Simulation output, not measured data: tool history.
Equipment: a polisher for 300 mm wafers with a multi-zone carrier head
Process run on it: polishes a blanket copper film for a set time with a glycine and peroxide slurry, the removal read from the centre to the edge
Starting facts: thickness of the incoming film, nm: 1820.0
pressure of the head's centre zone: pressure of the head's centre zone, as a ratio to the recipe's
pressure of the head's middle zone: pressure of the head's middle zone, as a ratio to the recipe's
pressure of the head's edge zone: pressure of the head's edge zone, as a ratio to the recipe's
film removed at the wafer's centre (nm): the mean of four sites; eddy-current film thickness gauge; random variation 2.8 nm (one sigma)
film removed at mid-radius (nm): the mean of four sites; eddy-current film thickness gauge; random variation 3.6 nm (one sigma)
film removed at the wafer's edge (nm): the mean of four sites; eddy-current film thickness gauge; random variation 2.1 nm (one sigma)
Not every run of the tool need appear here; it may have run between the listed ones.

run,hour,flow of slurry (ml/min),pressure of the head's centre zone,pressure of the head's middle zone,pressure of the head's edge zone,polishing time (s),film removed at the wafer's centre (nm),film removed at mid-radius (nm),film removed at the wafer's edge (nm)
1,0.0,180,1.00,1.00,1.00,66,408.01,411.23,422.00
2,2.3,180,1.02,1.00,0.95,61,382.76,382.97,382.84
3,9.0,180,1.11,1.00,0.95,61,421.46,385.62,380.65
4,10.5,180,1.11,0.92,0.95,61,415.80,359.44,389.69
5,17.4,180,1.11,0.92,0.87,61,419.89,348.53,369.25
6,23.4,170,1.10,0.95,0.85,58,392.20,344.75,345.06
7,28.2,165,1.10,0.96,0.84,56,372.94,331.80,335.53
8,35.8,165,1.10,0.96,0.84,56,375.42,332.93,336.12
9,44.4,165,1.10,0.98,0.83,54,365.63,324.11,316.13
10,52.3,160,1.10,0.99,0.82,53,360.06,315.94,314.69

Run 11, settings as shown, results not yet in. Your forecast:
11,59.0,160,1.10,1.01,0.82,52,?,?,?

{"run 11": {"film removed at the wafer's centre (nm)": 350.45, "film removed at mid-radius (nm)": 329.08, "film removed at the wafer's edge (nm)": 302.49}}
